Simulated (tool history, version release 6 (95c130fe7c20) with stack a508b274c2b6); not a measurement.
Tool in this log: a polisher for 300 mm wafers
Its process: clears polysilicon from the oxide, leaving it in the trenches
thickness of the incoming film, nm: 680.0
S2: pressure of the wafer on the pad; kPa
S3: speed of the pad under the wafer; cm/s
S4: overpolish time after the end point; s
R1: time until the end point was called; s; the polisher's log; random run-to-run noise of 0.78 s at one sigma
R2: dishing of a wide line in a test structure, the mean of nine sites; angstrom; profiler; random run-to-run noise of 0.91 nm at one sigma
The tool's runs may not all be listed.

{"run": 1, "hour": 0.0, "flow of slurry (ml/min)": 195, "S2": 22.8, "S3": 122, "S4": 20, "R1": 33.299, "R2": 568.77}
{"run": 2, "hour": 5.3, "flow of slurry (ml/min)": 195, "S2": 20, "S3": 120, "S4": 16, "R1": 38.039, "R2": 548.45}
{"run": 3, "hour": 8.2, "flow of slurry (ml/min)": 195, "S2": 17.2, "S3": 122, "S4": 13, "R1": 42.529, "R2": 545.84}
{"run": 4, "hour": 12.7, "flow of slurry (ml/min)": 200, "S2": 15.2, "S3": 124, "S4": 11, "R1": 47.47, "R2": 539.34}
{"run": 5, "hour": 13.4, "flow of slurry (ml/min)": 205, "S2": 13.8, "S3": 128, "S4": 10, "R1": 49.352, "R2": 514.67}
{"run": 6, "hour": 16.7, "flow of slurry (ml/min)": 205, "S2": 18.6, "S3": 128, "S4": 10, "R1": 38.79, "R2": 538.06}
{"run": 7, "hour": 17.8, "flow of slurry (ml/min)": 235, "S2": 16.5, "S3": 130, "S4": 9, "R1": 40.54, "R2": 512.88}
{"run": 8, "hour": 23.7, "flow of slurry (ml/min)": 250, "S2": 14.5, "S3": 128, "S4": 8, "R1": 46.435, "R2": 498.39}

What does the tool deliver on the next run?
{"run": 9, "hour": 29.1, "flow of slurry (ml/min)": 260, "S2": 13.8, "S3": 128, "S4": 7, "R1": "?", "R2": "?"}

R1: 48.527 s
R2: 468.93 angstrom
